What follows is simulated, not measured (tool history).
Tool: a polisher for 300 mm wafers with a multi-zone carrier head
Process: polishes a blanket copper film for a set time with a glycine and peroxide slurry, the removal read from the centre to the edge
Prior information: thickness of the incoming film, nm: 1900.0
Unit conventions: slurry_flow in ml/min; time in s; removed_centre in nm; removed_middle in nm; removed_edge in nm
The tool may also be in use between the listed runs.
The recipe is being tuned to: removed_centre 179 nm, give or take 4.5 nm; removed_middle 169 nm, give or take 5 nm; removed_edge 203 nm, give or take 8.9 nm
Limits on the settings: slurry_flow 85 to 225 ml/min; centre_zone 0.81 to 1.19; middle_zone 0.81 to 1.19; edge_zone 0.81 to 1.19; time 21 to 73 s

{"run": 1, "day": 0.0, "slurry_flow": 145, "centre_zone": 1, "middle_zone": 1, "edge_zone": 1, "time": 47, "removed_centre": 269.61, "removed_middle": 273.23, "removed_edge": 287.48}
{"run": 2, "day": 0.3, "slurry_flow": 145, "centre_zone": 1, "middle_zone": 1, "edge_zone": 1.07, "time": 47, "removed_centre": 269.26, "removed_middle": 275.7, "removed_edge": 285.84}
{"run": 3, "day": 0.604, "slurry_flow": 135, "centre_zone": 0.99, "middle_zone": 0.95, "edge_zone": 1.07, "time": 42, "removed_centre": 234.87, "removed_middle": 231.11, "removed_edge": 261.37}
{"run": 4, "day": 0.875, "slurry_flow": 135, "centre_zone": 1.04, "middle_zone": 0.95, "edge_zone": 1.07, "time": 42, "removed_centre": 246.47, "removed_middle": 226.3, "removed_edge": 261.13}
{"run": 5, "day": 1.208, "slurry_flow": 135, "centre_zone": 1.02, "middle_zone": 0.94, "edge_zone": 1.06, "time": 38, "removed_centre": 218.61, "removed_middle": 205.38, "removed_edge": 236.17}
{"run": 6, "day": 1.533, "slurry_flow": 165, "centre_zone": 1.02, "middle_zone": 0.94, "edge_zone": 1.06, "time": 38, "removed_centre": 226.27, "removed_middle": 212.43, "removed_edge": 236.11}
{"run": 7, "day": 1.683, "slurry_flow": 170, "centre_zone": 0.99, "middle_zone": 0.91, "edge_zone": 1.05, "time": 36, "removed_centre": 208.43, "removed_middle": 197.34, "removed_edge": 228.32}
{"run": 8, "day": 1.825, "slurry_flow": 170, "centre_zone": 0.98, "middle_zone": 0.9, "edge_zone": 1.03, "time": 34, "removed_centre": 199.16, "removed_middle": 184.39, "removed_edge": 210.41}
{"run": 9, "day": 2.042, "slurry_flow": 155, "centre_zone": 0.96, "middle_zone": 0.89, "edge_zone": 1.03, "time": 34, "removed_centre": 191.96, "removed_middle": 183.08, "removed_edge": 213.7}
{"run": 10, "day": 2.321, "slurry_flow": 150, "centre_zone": 0.95, "middle_zone": 0.88, "edge_zone": 1.01, "time": 34, "removed_centre": 189.74, "removed_middle": 179.19, "removed_edge": 201.82}
{"run": 11, "day": 2.467, "slurry_flow": 140, "centre_zone": 0.94, "middle_zone": 0.87, "edge_zone": 1.03, "time": 34, "removed_centre": 183.55, "removed_middle": 173.05, "removed_edge": 205.44}

Exercise: of the 4 proposed moves below, exactly one satisfies all targets within the stated allowed misses. Which move is it?
{"run": "A", "day": 2.612, "slurry_flow": 125, "centre_zone": 0.91, "middle_zone": 0.85, "edge_zone": 0.99, "time": 36, "removed_centre": "?", "removed_middle": "?", "removed_edge": "?"}
{"run": "B", "day": 2.612, "slurry_flow": 145, "centre_zone": 0.97, "middle_zone": 0.81, "edge_zone": 1.15, "time": 34, "removed_centre": "?", "removed_middle": "?", "removed_edge": "?"}
{"run": "C", "day": 2.612, "slurry_flow": 135, "centre_zone": 1.01, "middle_zone": 0.91, "edge_zone": 1.01, "time": 33, "removed_centre": "?", "removed_middle": "?", "removed_edge": "?"}
{"run": "D", "day": 2.612, "slurry_flow": 145, "centre_zone": 0.94, "middle_zone": 0.85, "edge_zone": 1.03, "time": 33, "removed_centre": "?", "removed_middle": "?", "removed_edge": "?"}

move=A removed_centre=183.49 removed_middle=175.7 removed_edge=214.11
move=B removed_centre=190.78 removed_middle=163.98 removed_edge=222.39
move=C removed_centre=190.14 removed_middle=172.88 removed_edge=200.12
move=D removed_centre=179.45 removed_middle=165.62 removed_edge=204.1
A: the worst result of the last run now meets its target, but another is out of spec
B: lands further from the targets than the last run did
C: lands further from the targets than the last run did
D: every result within its allowed miss
D meets every target.
